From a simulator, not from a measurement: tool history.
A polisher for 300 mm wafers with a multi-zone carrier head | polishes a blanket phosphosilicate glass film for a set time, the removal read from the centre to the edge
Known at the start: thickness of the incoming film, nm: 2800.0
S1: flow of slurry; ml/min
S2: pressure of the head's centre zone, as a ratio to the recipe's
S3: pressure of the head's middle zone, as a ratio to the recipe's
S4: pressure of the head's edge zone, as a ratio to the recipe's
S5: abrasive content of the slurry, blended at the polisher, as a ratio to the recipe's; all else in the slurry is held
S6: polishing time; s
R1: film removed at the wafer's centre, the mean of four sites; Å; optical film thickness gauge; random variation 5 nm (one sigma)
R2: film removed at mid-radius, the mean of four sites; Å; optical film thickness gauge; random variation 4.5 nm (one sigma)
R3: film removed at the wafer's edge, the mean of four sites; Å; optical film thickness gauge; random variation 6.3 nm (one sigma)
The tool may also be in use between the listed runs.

| run | hour | S1 | S2 | S3 | S4 | S5 | S6 | R1 | R2 | R3 |
|---|---|---|---|---|---|---|---|---|---|---|
| 1 | 0.0 | 205 | 1.00 | 1.00 | 1.00 | 1.00 | 51 | 6508.9 | 6738.7 | 6379.3 |
| 2 | 1.1 | 205 | 1.00 | 1.00 | 0.96 | 1.00 | 51 | 6649.3 | 6832.4 | 6221.0 |
| 3 | 9.5 | 205 | 1.00 | 1.00 | 0.96 | 0.85 | 51 | 6014.2 | 6315.7 | 5737.9 |
| 4 | 18.0 | 195 | 0.95 | 0.96 | 0.97 | 0.75 | 50 | 5418.6 | 5634.3 | 5466.4 |
| 5 | 24.6 | 195 | 0.91 | 0.96 | 0.97 | 0.75 | 50 | 5252.2 | 5516.5 | 5374.4 |
| 6 | 25.6 | 185 | 0.88 | 0.97 | 1.01 | 0.65 | 48 | 4658.8 | 5068.1 | 4925.6 |
| 7 | 29.9 | 170 | 0.86 | 0.97 | 1.07 | 0.60 | 47 | 4216.9 | 4871.5 | 4807.2 |

Forecast run 8:
| 8 | 35.9 | 165 | 0.84 | 0.95 | 1.08 | 0.55 | 47 | ? | ? | ? |

R1: 3948.4 Å
R2: 4619.2 Å
R3: 4705.3 Å
